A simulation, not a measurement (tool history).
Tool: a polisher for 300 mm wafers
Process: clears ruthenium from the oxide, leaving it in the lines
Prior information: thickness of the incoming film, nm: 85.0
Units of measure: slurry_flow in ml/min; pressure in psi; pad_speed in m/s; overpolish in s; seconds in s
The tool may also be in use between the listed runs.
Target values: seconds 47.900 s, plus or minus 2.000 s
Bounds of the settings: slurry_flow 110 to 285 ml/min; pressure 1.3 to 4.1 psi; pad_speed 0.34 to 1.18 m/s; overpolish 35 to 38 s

Run 1, hour 0.0: slurry_flow 180 ml/min, pressure 2.7 psi, pad_speed 0.76 m/s, overpolish 35 s. Result: seconds 84.886 s.
Run 2, hour 6.6: slurry_flow 180 ml/min, pressure 2.1 psi, pad_speed 0.76 m/s, overpolish 35 s. Result: seconds 110.220 s.
Run 3, hour 9.0: slurry_flow 180 ml/min, pressure 2.5 psi, pad_speed 0.76 m/s, overpolish 35 s. Result: seconds 93.170 s.
Run 4, hour 17.7: slurry_flow 180 ml/min, pressure 2.9 psi, pad_speed 0.76 m/s, overpolish 35 s. Result: seconds 80.514 s.
Run 5, hour 22.8: slurry_flow 180 ml/min, pressure 3.2 psi, pad_speed 0.78 m/s, overpolish 35 s. Result: seconds 70.720 s.
Run 6, hour 25.3: slurry_flow 180 ml/min, pressure 3.4 psi, pad_speed 0.80 m/s, overpolish 35 s. Result: seconds 65.464 s.
Run 7, hour 32.4: slurry_flow 180 ml/min, pressure 3.6 psi, pad_speed 0.82 m/s, overpolish 35 s. Result: seconds 59.926 s.
Run 8, hour 35.3: slurry_flow 180 ml/min, pressure 3.7 psi, pad_speed 0.84 m/s, overpolish 35 s. Result: seconds 56.985 s.
Run 9, hour 43.7: slurry_flow 190 ml/min, pressure 4.1 psi, pad_speed 0.86 m/s, overpolish 35 s. Result: seconds 50.140 s.

Exercise: of the 5 proposed moves below, exactly one satisfies all targets within the stated allowed misses. Which move is it?
Run A, hour 52.1: slurry_flow 205 ml/min, pressure 4.0 psi, pad_speed 0.82 m/s, overpolish 35 s. Result: seconds ?.
Run B, hour 52.1: slurry_flow 280 ml/min, pressure 3.3 psi, pad_speed 0.96 m/s, overpolish 35 s. Result: seconds ?.
Run C, hour 52.1: slurry_flow 155 ml/min, pressure 4.0 psi, pad_speed 0.80 m/s, overpolish 35 s. Result: seconds ?.
Run D, hour 52.1: slurry_flow 230 ml/min, pressure 3.5 psi, pad_speed 0.92 m/s, overpolish 35 s. Result: seconds ?.
Run E, hour 52.1: slurry_flow 155 ml/min, pressure 3.6 psi, pad_speed 1.08 m/s, overpolish 36 s. Result: seconds ?.

move  seconds
   A   53.589
   B   53.462
   C   57.469
   D   53.776
   E   47.544
A: lands further from the targets than the last run did
B: lands further from the targets than the last run did
C: lands further from the targets than the last run did
D: lands further from the targets than the last run did
E: meets every target
So the answer is move E, the one that meets all the targets.
